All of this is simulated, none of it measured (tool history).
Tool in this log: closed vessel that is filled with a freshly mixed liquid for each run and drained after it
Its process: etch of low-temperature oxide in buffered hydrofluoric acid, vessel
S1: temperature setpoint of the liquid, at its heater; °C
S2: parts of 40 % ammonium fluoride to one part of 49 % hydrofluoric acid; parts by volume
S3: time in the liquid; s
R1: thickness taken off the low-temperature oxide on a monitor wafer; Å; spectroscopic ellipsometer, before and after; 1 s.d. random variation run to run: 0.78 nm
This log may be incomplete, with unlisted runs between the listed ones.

run,day,S1,S2,S3,R1
1,0,22,19.5,90,1628.1
2,0.35,22,19.5,95,1696.8
3,0.596,20.5,19.5,95,1586.9
4,0.858,20,20,95,1484.5
5,0.896,20,20,95,1499.1
6,1.033,19.5,20.5,95,1443
7,1.075,19,21,95,1379.4
8,1.162,18.5,21.5,95,1306.4

What does the tool deliver on the next run?
9,1.367,17.5,22.5,95,?

{"run 9": {"R1": 1186.3}}
